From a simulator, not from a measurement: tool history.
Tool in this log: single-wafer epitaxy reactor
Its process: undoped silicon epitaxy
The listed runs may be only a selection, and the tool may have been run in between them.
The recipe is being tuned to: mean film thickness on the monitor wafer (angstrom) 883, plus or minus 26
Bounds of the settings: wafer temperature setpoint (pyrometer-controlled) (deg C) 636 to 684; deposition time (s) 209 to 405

run    day  wafer temperature setpoint (pyrometer-controlled) (deg C)  deposition time (s)  mean film thickness on the monitor wafer (angstrom)
  1      0                                                        660                  307                                               678.29
  2  0.338                                                        663                  308                                               716.25
  3  0.458                                                        665                  309                                               742.27
  4  0.617                                                        667                  310                                               784.53
  5  0.708                                                        660                  310                                               685.69
  6  0.958                                                        663                  311                                               728.45
         1  -- pyrometer calibrated
  7      1                                                        665                  312                                               714.63
  8  1.317                                                        669                  316                                               782.59
  9  1.362                                                        669                  316                                                772.5
 10   1.45                                                        671                  318                                               816.35
 11  1.738                                                        672                  319                                                823.9

Which of these 5 next moves meets every target?
  A  2.025                                                        672                  304                                                    ?
  B  2.025                                                        667                  346                                                    ?
  C  2.025                                                        670                  305                                                    ?
  D  2.025                                                        677                  308                                                    ?
  E  2.025                                                        679                  315                                                    ?

move  mean film thickness on the monitor wafer (angstrom)
   A                                               790.55
   B                                               820.55
   C                                               764.53
   D                                               877.53
   E                                               930.64
A: moves away from the targets compared with the last run
B: moves away from the targets compared with the last run
C: moves away from the targets compared with the last run
D: in spec on every target
E: moves the result that the last run missed by most past its target, out the other side
D is the move that brings every result within its allowed miss.

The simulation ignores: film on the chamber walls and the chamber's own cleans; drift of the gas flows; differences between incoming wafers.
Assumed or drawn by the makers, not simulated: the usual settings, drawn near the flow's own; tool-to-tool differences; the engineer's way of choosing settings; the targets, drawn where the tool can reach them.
